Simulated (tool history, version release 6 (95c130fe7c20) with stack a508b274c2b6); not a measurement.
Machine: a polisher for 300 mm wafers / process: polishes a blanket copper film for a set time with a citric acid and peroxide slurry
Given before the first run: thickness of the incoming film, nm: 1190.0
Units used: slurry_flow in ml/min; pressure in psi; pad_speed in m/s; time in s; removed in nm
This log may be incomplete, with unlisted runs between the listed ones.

run	day	slurry_flow	pressure	pad_speed	slurry_solids	time	removed
1	0	250	3.1	0.76	1	104	169.86
2	0.242	250	2.9	0.74	1	104	154.05
3	0.404	250	2.7	0.72	1	104	139.71
4	0.592	250	2.6	0.7	1	104	132.13
5	0.629	250	2.6	0.7	1	110	140.48
6	0.662	250	2.6	0.7	1	110	138.03
7	0.85	250	2.5	0.68	1	110	132.42

Run 8 has not been measured yet. What should we expect?
8	1.112	250	2.4	0.66	1	110	?

removed: 122.87 nm
